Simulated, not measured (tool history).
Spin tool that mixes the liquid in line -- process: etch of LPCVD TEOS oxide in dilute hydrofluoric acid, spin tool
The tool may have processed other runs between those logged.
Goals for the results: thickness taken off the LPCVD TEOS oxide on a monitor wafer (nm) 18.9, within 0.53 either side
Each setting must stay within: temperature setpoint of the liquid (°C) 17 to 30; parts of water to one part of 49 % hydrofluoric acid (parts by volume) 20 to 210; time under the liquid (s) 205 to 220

run  hour  temperature setpoint of the liquid (°C)  parts of water to one part of 49 % hydrofluoric acid (parts by volume)  time under the liquid (s)  thickness taken off the LPCVD TEOS oxide on a monitor wafer (nm)
  1     0                                       22                                                                     115                        205                                                            25.287
  2   3.3                                       21                                                                     120                        205                                                            23.395
  3  10.8                                       19                                                                     120                        205                                                            21.395
  4  15.2                                       19                                                                     120                        220                                                             22.98
  5  21.6                                       17                                                                     120                        220                                                            21.097
  6    25                                       17                                                                     125                        220                                                            20.071
     29.8  -- thermometer replaced
  7  29.8                                       17                                                                     130                        220                                                             20.51
  8  34.1                                       17                                                                     135                        220                                                            19.662
  9  35.4                                       17                                                                     135                        220                                                            19.651

Consider the 4 candidate settings below. Which is the only one whose results all fall within their allowed miss of target?
  A  36.7                                     17.5                                                                     135                        205                                                                 ?
  B  36.7                                       17                                                                     120                        205                                                                 ?
  C  36.7                                       18                                                                     130                        220                                                                 ?
  D  36.7                                     18.5                                                                     130                        205                                                                 ?

move  thickness taken off the LPCVD TEOS oxide on a monitor wafer (nm)
   A                                                            18.608
   B                                                            20.816
   C                                                            21.275
   D                                                            20.235
A: all results land within tolerance of their targets
B: further off than the last run
C: further off than the last run
D: further off than the last run
The right move is A.
